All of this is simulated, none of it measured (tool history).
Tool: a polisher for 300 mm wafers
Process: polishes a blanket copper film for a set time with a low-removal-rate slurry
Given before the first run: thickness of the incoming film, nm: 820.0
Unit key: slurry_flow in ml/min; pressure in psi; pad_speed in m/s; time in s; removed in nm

run  hour  slurry_flow  pressure  pad_speed  slurry_solids  time  removed
  1     0          245       2.5       1.18              1    75   233.85
  2   8.7          245       2.8       1.18              1    75   259.78
  3  15.7          245       2.5       1.18              1    75   230.33
  4  18.2          245       2.3       1.18              1    75    214.5
  5  22.1          300       2.3       1.18              1    75   220.06
  6  30.7          300       2.3       1.32              1    75   243.04
  7  33.1          280       1.6        1.3              1    75   169.22
  8  36.6          270       1.6        1.3              1    75    167.1
  9  41.5          260       1.6        1.3              1    75   167.37
 10  42.2          250       1.6        1.3              1    75   165.66

Run 11 has not been measured yet. What should we expect?
 11  48.3          240       1.6        1.3              1    75        ?

Run 11 came out at removed 166.44 nm.
